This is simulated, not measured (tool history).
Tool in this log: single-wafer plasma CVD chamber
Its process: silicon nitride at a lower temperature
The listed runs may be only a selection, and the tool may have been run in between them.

run  hour  heater temperature setpoint (deg C)  chamber pressure (mTorr)  RF power (W)  deposition time (s)  mean film thickness on the monitor wafer (nm)
  1     0                                  370                      1670           375                 16.7                                         23.767
  2     4                                  370                      1960           375                 16.7                                         25.132
  3  12.7                                  377                      1960           375                 16.7                                         25.055
  4  14.1                                  377                      1960           375                 16.7                                         25.184
  5  14.8                                  377                      1960           375                 16.7                                         25.109
  6  21.4                                  377                      1710           360                 16.7                                         23.487
  7  25.9                                  377                      1530           350                 16.7                                         22.195
  8    31                                  377                      1400           345                 16.7                                         21.346

The next listed run, before its measurement:
  9  36.8                                  377                      1320           345                 16.7                                              ?

mean film thickness on the monitor wafer (nm): 20.796
